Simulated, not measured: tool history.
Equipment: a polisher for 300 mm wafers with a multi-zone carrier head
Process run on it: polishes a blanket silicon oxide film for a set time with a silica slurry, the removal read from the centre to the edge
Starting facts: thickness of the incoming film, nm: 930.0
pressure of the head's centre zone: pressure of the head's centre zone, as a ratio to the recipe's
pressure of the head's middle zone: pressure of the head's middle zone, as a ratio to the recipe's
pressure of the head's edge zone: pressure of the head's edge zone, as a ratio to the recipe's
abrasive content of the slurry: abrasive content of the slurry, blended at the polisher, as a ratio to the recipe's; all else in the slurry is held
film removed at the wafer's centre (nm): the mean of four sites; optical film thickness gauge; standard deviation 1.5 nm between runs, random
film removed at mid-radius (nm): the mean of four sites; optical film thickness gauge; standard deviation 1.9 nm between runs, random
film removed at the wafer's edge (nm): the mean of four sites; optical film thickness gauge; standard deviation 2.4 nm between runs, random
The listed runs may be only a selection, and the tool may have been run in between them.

| run | hour | flow of slurry (ml/min) | pressure of the head's centre zone | pressure of the head's middle zone | pressure of the head's edge zone | abrasive content of the slurry | polishing time (s) | film removed at the wafer's centre (nm) | film removed at mid-radius (nm) | film removed at the wafer's edge (nm) |
|---|---|---|---|---|---|---|---|---|---|---|
| 1 | 0.0 | 315 | 1.00 | 1.00 | 1.00 | 1.00 | 55 | 257.27 | 256.77 | 262.47 |
| 2 | 7.3 | 315 | 1.00 | 1.00 | 1.04 | 1.00 | 55 | 256.82 | 254.07 | 269.35 |
| 3 | 13.8 | 275 | 1.00 | 1.00 | 1.04 | 1.00 | 55 | 250.50 | 251.20 | 260.84 |
| 4 | 18.9 | 265 | 1.01 | 0.98 | 1.01 | 0.95 | 55 | 247.64 | 246.76 | 256.14 |
| 5 | 25.7 | 285 | 1.03 | 0.98 | 0.99 | 0.85 | 54 | 239.59 | 225.77 | 236.78 |
| 6 | 28.5 | 285 | 0.98 | 0.98 | 0.99 | 0.85 | 54 | 229.86 | 233.73 | 237.67 |
| 7 | 33.2 | 285 | 1.00 | 0.97 | 0.97 | 0.80 | 54 | 228.76 | 220.44 | 229.22 |

Predict the results of run 8:
| 8 | 34.0 | 280 | 1.01 | 0.97 | 0.95 | 0.75 | 54 | ? | ? | ? |

{"run 8": {"film removed at the wafer's centre (nm)": 225.8, "film removed at mid-radius (nm)": 218.9, "film removed at the wafer's edge (nm)": 225.18}}
